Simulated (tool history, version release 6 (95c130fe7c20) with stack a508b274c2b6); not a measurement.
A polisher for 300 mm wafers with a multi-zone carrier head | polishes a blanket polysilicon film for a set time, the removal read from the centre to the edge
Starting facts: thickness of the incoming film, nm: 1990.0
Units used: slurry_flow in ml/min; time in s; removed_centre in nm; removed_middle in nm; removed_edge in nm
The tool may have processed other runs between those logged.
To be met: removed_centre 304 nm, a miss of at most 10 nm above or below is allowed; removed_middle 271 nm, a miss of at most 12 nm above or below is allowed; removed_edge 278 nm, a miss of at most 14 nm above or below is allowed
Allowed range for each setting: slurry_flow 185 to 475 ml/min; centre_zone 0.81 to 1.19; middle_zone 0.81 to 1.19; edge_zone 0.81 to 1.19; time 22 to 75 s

run	hour	slurry_flow	centre_zone	middle_zone	edge_zone	time	removed_centre	removed_middle	removed_edge
1	0	305	1	1	1	48	412.41	408.35	418.06
2	7.7	305	1	1	1	36	304.96	305.97	302.79
3	10.7	305	1.01	0.99	0.99	36	311.2	300.8	311.07
4	14.2	305	1.06	0.99	0.99	36	328.28	308.95	316.9
5	17.4	305	1.06	0.99	0.94	36	329.97	303.55	304.43
6	22.6	305	1.1	0.99	0.94	36	340.44	306.49	301.18
7	29.9	305	1.1	0.99	0.94	36	341.23	302.13	305.76
8	34.4	305	1.1	0.99	0.94	36	340.82	305.97	300.58
9	36.1	305	1.09	0.98	0.93	36	335.39	303.15	301.52
10	39.2	305	1.09	0.97	0.92	36	342.8	300.93	307.05
11	43	305	1.08	0.97	0.92	35	320.94	294.82	297.37

Of the 5 settings listed for the next run, only one would bring every result within its allowed miss of target. Which one?
A	46.8	280	1.18	1.14	0.88	32	?	?	?
B	46.8	345	1.1	0.99	1.05	32	?	?	?
C	46.8	255	1.08	0.9	0.96	35	?	?	?
D	46.8	280	0.99	0.81	0.94	39	?	?	?
E	46.8	280	1.09	0.81	1.01	33	?	?	?

move	removed_centre	removed_middle	removed_edge
A	324.67	290.6	258.45
B	306.23	263.25	273.36
C	322.35	263.03	288.46
D	330.86	272.49	321.42
E	308.45	230.43	277.05
A: roughly where the last run was
B: all results in spec
C: meets the target for the result that was furthest off, but another lies outside its allowed miss
D: meets the target for the result that was furthest off, but another lies outside its allowed miss
E: pushes the last run's worst result past its target
The right move is B.
